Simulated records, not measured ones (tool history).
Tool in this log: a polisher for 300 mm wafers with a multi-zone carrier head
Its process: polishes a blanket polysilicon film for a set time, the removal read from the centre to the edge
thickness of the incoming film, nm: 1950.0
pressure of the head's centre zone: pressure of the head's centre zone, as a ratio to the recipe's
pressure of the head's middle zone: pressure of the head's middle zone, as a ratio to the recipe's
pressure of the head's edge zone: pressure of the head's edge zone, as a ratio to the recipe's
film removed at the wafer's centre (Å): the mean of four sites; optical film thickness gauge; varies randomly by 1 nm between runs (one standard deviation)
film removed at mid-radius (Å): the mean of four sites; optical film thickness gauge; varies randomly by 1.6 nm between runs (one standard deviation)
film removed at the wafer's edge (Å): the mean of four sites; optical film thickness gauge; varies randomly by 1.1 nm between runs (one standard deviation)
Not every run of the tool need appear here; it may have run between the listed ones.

run  hour  flow of slurry (ml/min)  pressure of the head's centre zone  pressure of the head's middle zone  pressure of the head's edge zone  polishing time (s)  film removed at the wafer's centre (Å)  film removed at mid-radius (Å)  film removed at the wafer's edge (Å)
  1   0.0                      305                                1.00                                1.00                              1.00                  45                                  2206.2                          2148.1                                2186.8
  2   5.9                      300                                1.01                                0.96                              0.98                  40                                  2001.8                          1844.8                                1906.3
  3   9.3                      300                                1.01                                0.96                              0.98                  46                                  2266.0                          2118.0                                2195.5
  4  13.3                      295                                1.01                                0.92                              0.98                  41                                  2052.9                          1863.9                                1955.1
  5  20.8                      295                                1.02                                0.89                              1.00                  37                                  1859.8                          1619.2                                1766.9
  6  28.2                      295                                1.02                                0.87                              1.00                  35                                  1757.4                          1519.8                                1667.6

Run 7 is up next; what results do you expect?
  7  29.3                      290                                1.03                                0.85                              1.01                  33                                       ?                               ?                                     ?

{"run 7": {"film removed at the wafer's centre (Å)": 1679.5, "film removed at mid-radius (Å)": 1369.7, "film removed at the wafer's edge (Å)": 1591.8}}

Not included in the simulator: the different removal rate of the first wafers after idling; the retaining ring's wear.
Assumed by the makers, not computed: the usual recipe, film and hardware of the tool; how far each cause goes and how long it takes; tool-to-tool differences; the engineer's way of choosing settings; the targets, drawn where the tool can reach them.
